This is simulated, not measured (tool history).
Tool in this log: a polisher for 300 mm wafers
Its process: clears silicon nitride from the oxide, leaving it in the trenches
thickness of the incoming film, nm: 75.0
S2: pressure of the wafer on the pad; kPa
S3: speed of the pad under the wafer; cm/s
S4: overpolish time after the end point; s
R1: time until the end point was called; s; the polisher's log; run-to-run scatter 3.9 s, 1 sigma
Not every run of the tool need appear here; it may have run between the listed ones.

Run 1, hour 0.0: flow of slurry (ml/min) 175, S2 14.5 kPa, S3 100 cm/s, S4 34 s. Result: R1 137.56 s.
Run 2, hour 2.2: flow of slurry (ml/min) 175, S2 14.5 kPa, S3 100 cm/s, S4 34 s. Result: R1 136.97 s.
Run 3, hour 3.7: flow of slurry (ml/min) 175, S2 16.5 kPa, S3 100 cm/s, S4 34 s. Result: R1 120.97 s.
Run 4, hour 7.9: flow of slurry (ml/min) 175, S2 13.8 kPa, S3 96 cm/s, S4 34 s. Result: R1 148.65 s.
Run 5, hour 15.4: flow of slurry (ml/min) 140, S2 13.8 kPa, S3 96 cm/s, S4 34 s. Result: R1 159.95 s.
Run 6, hour 21.6: flow of slurry (ml/min) 135, S2 12.4 kPa, S3 94 cm/s, S4 34 s. Result: R1 183.14 s.
Run 7, hour 26.2: flow of slurry (ml/min) 130, S2 11.7 kPa, S3 94 cm/s, S4 34 s. Result: R1 197.97 s.

Run 8 is up next; what results do you expect?
Run 8, hour 29.0: flow of slurry (ml/min) 125, S2 9.0 kPa, S3 92 cm/s, S4 34 s. Result: R1 ?.

{"run 8": {"R1": 261.63}}

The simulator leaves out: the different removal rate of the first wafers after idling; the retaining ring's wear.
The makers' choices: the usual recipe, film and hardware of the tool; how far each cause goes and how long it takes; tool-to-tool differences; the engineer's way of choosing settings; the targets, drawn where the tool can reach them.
